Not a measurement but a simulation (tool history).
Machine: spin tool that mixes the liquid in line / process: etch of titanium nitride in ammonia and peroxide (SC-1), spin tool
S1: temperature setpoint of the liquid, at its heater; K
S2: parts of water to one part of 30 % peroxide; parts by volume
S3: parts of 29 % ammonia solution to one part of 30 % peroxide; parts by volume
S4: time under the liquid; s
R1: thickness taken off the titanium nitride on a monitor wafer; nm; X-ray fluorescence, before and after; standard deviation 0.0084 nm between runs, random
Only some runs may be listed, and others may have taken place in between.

run 1 day=0.000 | S1=327.15 S2=18.5 S3=0.50 S4=65 | R1=5.3521
run 2 day=0.079 | S1=327.15 S2=18.5 S3=0.65 S4=65 | R1=5.6002
run 3 day=0.404 | S1=323.65 S2=18.5 S3=0.65 S4=65 | R1=4.4313
run 4 day=0.438 | S1=321.15 S2=18.5 S3=0.65 S4=65 | R1=3.7271
run 5 day=0.767 | S1=319.15 S2=18.5 S3=0.65 S4=65 | R1=3.1919
run 6 day=0.950 | S1=317.65 S2=18.5 S3=0.65 S4=65 | R1=2.8876

What does the tool deliver on the next run?
run 7 day=1.183 | S1=316.65 S2=18.5 S3=0.65 S4=65 | R1=?

Run 7 came out at R1 2.6880 nm.

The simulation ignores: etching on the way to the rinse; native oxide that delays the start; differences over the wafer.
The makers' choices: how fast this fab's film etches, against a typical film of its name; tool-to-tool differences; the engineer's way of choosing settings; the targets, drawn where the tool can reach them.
